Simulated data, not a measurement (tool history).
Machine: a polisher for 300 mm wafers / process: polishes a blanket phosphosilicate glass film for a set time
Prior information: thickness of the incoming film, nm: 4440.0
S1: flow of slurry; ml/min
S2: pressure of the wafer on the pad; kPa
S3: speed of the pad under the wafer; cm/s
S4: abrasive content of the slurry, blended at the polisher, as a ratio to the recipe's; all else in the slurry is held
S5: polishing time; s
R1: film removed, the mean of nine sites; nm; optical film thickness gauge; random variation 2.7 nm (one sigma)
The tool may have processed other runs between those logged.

run    day   S1    S2   S3    S4  S5      R1
  1      0  260  20.7  112     1  93  738.71
  2  0.304  255  17.2  102     1  93  598.04
  3  0.679  255  17.2  122     1  93  684.06
  4  1.017  255  17.2  122  1.15  93  711.58
  5  1.229  255  13.1  122  1.15  93  558.01
  6  1.325  255  13.1  122  1.35  93  590.49
  7  1.492  255  11.7  108  1.35  93  493.37

The next listed run, before its measurement:
  8  1.779  255  11  98  1.35  93   ?

Run 8 yielded R1 432.45 nm.

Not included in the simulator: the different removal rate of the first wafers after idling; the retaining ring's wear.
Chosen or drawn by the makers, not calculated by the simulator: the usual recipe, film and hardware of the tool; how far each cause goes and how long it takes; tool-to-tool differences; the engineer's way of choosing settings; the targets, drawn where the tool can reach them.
